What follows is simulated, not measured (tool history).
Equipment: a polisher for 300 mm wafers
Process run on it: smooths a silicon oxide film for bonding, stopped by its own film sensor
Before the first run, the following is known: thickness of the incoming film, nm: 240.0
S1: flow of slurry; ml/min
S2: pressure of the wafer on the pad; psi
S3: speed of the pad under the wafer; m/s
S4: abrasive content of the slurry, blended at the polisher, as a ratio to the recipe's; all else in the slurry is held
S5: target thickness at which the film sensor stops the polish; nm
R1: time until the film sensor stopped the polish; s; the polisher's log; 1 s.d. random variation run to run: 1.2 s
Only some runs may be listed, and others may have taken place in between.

| run | hour | S1 | S2 | S3 | S4 | S5 | R1 |
|---|---|---|---|---|---|---|---|
| 1 | 0.0 | 305 | 2.4 | 1.02 | 1.00 | 204 | 44.828 |
| 2 | 1.3 | 305 | 2.4 | 0.92 | 1.00 | 204 | 47.541 |
| 3 | 7.4 | 305 | 2.3 | 0.92 | 1.00 | 204 | 47.750 |
| 4 | 16.1 | 305 | 2.3 | 0.92 | 0.85 | 204 | 52.761 |
| 5 | 18.5 | 305 | 2.3 | 0.92 | 0.70 | 204 | 58.119 |
| 6 | 26.9 | 305 | 2.3 | 0.92 | 0.85 | 204 | 51.627 |
| 7 | 28.6 | 305 | 2.2 | 0.90 | 0.85 | 204 | 55.713 |

Estimate the outcome of run 8 from the log above:
| 8 | 34.9 | 305 | 2.1 | 0.90 | 0.85 | 204 | ? |

Run 8 yielded R1 56.273 s.
